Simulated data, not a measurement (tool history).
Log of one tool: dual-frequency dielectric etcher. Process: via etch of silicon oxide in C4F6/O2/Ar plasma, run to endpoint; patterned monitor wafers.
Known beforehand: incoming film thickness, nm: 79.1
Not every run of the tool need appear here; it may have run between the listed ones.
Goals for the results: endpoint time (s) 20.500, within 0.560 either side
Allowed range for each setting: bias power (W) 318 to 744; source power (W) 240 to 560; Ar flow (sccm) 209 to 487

Run 1, hour 0.0: bias power (W) 531, source power (W) 400, Ar flow (sccm) 348. Result: endpoint time (s) 16.430.
Run 2, hour 6.6: bias power (W) 502, source power (W) 380, Ar flow (sccm) 352. Result: endpoint time (s) 17.163.
Run 3, hour 10.9: bias power (W) 594, source power (W) 380, Ar flow (sccm) 352. Result: endpoint time (s) 15.547.
Run 4, hour 15.0: bias power (W) 594, source power (W) 440, Ar flow (sccm) 352. Result: endpoint time (s) 14.810.
Run 5, hour 20.6: bias power (W) 553, source power (W) 430, Ar flow (sccm) 355. Result: endpoint time (s) 15.898.
Run 6, hour 25.2: bias power (W) 605, source power (W) 430, Ar flow (sccm) 355. Result: endpoint time (s) 14.582.
Run 7, hour 28.8: bias power (W) 565, source power (W) 420, Ar flow (sccm) 356. Result: endpoint time (s) 15.436.
Run 8, hour 34.6: bias power (W) 528, source power (W) 410, Ar flow (sccm) 356. Result: endpoint time (s) 16.099.
Run 9, hour 43.2: bias power (W) 496, source power (W) 400, Ar flow (sccm) 355. Result: endpoint time (s) 16.754.
Run 10, hour 51.3: bias power (W) 469, source power (W) 390, Ar flow (sccm) 355. Result: endpoint time (s) 17.667.
Run 11, hour 53.5: bias power (W) 449, source power (W) 390, Ar flow (sccm) 356. Result: endpoint time (s) 18.121.
At hour 56.1: Ar flow controller replaced.
Run 12, hour 56.1: bias power (W) 433, source power (W) 390, Ar flow (sccm) 357. Result: endpoint time (s) 18.547.
Run 13, hour 63.5: bias power (W) 420, source power (W) 390, Ar flow (sccm) 358. Result: endpoint time (s) 18.808.
Run 14, hour 70.4: bias power (W) 409, source power (W) 390, Ar flow (sccm) 358. Result: endpoint time (s) 19.496.
Run 15, hour 74.7: bias power (W) 403, source power (W) 390, Ar flow (sccm) 358. Result: endpoint time (s) 19.935.
Run 16, hour 78.9: bias power (W) 400, source power (W) 390, Ar flow (sccm) 358. Result: endpoint time (s) 19.785.
Run 17, hour 83.8: bias power (W) 357, source power (W) 380, Ar flow (sccm) 361. Result: endpoint time (s) 21.392.
Run 18, hour 84.4: bias power (W) 361, source power (W) 380, Ar flow (sccm) 361. Result: endpoint time (s) 21.383.
Run 19, hour 92.1: bias power (W) 365, source power (W) 380, Ar flow (sccm) 361. Result: endpoint time (s) 21.124.

Below are 5 possible settings for the next run. Only one of them brings all results inside the allowed miss of their targets. Which is it?
Run A, hour 99.8: bias power (W) 375, source power (W) 380, Ar flow (sccm) 341. Result: endpoint time (s) ?.
Run B, hour 99.8: bias power (W) 318, source power (W) 450, Ar flow (sccm) 384. Result: endpoint time (s) ?.
Run C, hour 99.8: bias power (W) 347, source power (W) 390, Ar flow (sccm) 338. Result: endpoint time (s) ?.
Run D, hour 99.8: bias power (W) 367, source power (W) 360, Ar flow (sccm) 395. Result: endpoint time (s) ?.
Run E, hour 99.8: bias power (W) 318, source power (W) 410, Ar flow (sccm) 370. Result: endpoint time (s) ?.

move  endpoint time (s)
   A             20.779
   B             22.127
   C             21.710
   D             21.672
   E             22.841
A: all results in spec
B: its largest miss is bigger than the last run's
C: its largest miss is bigger than the last run's
D: its largest miss is bigger than the last run's
E: its largest miss is bigger than the last run's
Move A is the one to make.
